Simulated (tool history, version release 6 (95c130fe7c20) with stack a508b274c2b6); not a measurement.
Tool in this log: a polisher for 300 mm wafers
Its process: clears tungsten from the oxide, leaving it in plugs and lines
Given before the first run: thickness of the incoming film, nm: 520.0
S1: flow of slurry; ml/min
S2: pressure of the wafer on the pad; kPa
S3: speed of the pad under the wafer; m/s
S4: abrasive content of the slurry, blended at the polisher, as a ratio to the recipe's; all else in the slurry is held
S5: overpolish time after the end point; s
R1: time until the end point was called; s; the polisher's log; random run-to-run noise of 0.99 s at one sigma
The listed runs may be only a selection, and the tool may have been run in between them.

{"run": 1, "hour": 0.0, "S1": 215, "S2": 33.8, "S3": 0.98, "S4": 1.0, "S5": 4, "R1": 88.523}
{"run": 2, "hour": 7.7, "S1": 215, "S2": 37.9, "S3": 0.98, "S4": 1.0, "S5": 4, "R1": 78.712}
{"run": 3, "hour": 15.1, "S1": 215, "S2": 42.1, "S3": 1.0, "S4": 1.0, "S5": 4, "R1": 70.609}
{"run": 4, "hour": 18.7, "S1": 250, "S2": 42.1, "S3": 1.0, "S4": 1.0, "S5": 4, "R1": 70.143}
{"run": 5, "hour": 22.9, "S1": 250, "S2": 44.8, "S3": 1.04, "S4": 1.0, "S5": 4, "R1": 62.309}
{"run": 6, "hour": 24.8, "S1": 250, "S2": 46.9, "S3": 1.06, "S4": 1.0, "S5": 4, "R1": 58.964}
{"run": 7, "hour": 26.4, "S1": 250, "S2": 48.3, "S3": 1.08, "S4": 1.0, "S5": 4, "R1": 53.44}

Run 8 comes next. What will it give?
{"run": 8, "hour": 29.1, "S1": 250, "S2": 49.0, "S3": 1.08, "S4": 1.0, "S5": 4, "R1": "?"}

R1: 53.441 s
